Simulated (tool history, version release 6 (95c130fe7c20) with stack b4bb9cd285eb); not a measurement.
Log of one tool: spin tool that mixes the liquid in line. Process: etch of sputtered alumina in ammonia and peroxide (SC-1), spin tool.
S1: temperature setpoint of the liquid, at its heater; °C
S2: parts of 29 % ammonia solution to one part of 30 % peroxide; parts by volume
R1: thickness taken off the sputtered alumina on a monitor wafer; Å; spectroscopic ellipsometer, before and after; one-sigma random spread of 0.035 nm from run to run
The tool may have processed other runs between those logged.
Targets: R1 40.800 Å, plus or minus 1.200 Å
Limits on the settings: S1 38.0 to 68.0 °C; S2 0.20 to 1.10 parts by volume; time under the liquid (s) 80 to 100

{"run": 1, "day": 0.0, "S1": 52.0, "S2": 0.6, "time under the liquid (s)": 100, "R1": 68.795}
{"run": 2, "day": 0.071, "S1": 50.0, "S2": 0.6, "time under the liquid (s)": 100, "R1": 61.756}
{"run": 3, "day": 0.271, "S1": 48.5, "S2": 0.6, "time under the liquid (s)": 100, "R1": 55.997}
{"run": 4, "day": 0.542, "S1": 51.0, "S2": 0.6, "time under the liquid (s)": 100, "R1": 64.912}
{"run": 5, "day": 0.592, "S1": 49.5, "S2": 0.6, "time under the liquid (s)": 100, "R1": 59.757}
{"run": 6, "day": 0.946, "S1": 49.5, "S2": 0.5, "time under the liquid (s)": 100, "R1": 58.437}
{"run": 7, "day": 1.229, "S1": 49.5, "S2": 0.5, "time under the liquid (s)": 100, "R1": 58.595}
{"run": 8, "day": 1.512, "S1": 48.0, "S2": 0.5, "time under the liquid (s)": 100, "R1": 52.852}
{"run": 9, "day": 1.821, "S1": 47.0, "S2": 0.5, "time under the liquid (s)": 100, "R1": 50.705}
{"run": 10, "day": 2.104, "S1": 46.0, "S2": 0.5, "time under the liquid (s)": 100, "R1": 47.548}
{"run": 11, "day": 2.138, "S1": 45.5, "S2": 0.5, "time under the liquid (s)": 100, "R1": 47.129}
{"run": 12, "day": 2.371, "S1": 42.5, "S2": 0.5, "time under the liquid (s)": 100, "R1": 39.755}

Which single option among these 5 for the next run brings every result within its allowed miss of target? Just one does.
{"run": "A", "day": 2.604, "S1": 44.0, "S2": 0.4, "time under the liquid (s)": 90, "R1": "?"}
{"run": "B", "day": 2.604, "S1": 44.5, "S2": 0.55, "time under the liquid (s)": 100, "R1": "?"}
{"run": "C", "day": 2.604, "S1": 42.5, "S2": 0.35, "time under the liquid (s)": 100, "R1": "?"}
{"run": "D", "day": 2.604, "S1": 42.0, "S2": 0.5, "time under the liquid (s)": 100, "R1": "?"}
{"run": "E", "day": 2.604, "S1": 42.5, "S2": 0.65, "time under the liquid (s)": 100, "R1": "?"}

move=A R1=38.329
move=B R1=45.179
move=C R1=38.561
move=D R1=38.757
move=E R1=40.913
A: its largest miss is bigger than the last run's
B: takes the result that was furthest off past its target
C: its largest miss is bigger than the last run's
D: its largest miss is bigger than the last run's
E: hits every target within its allowed miss
The right move is E.
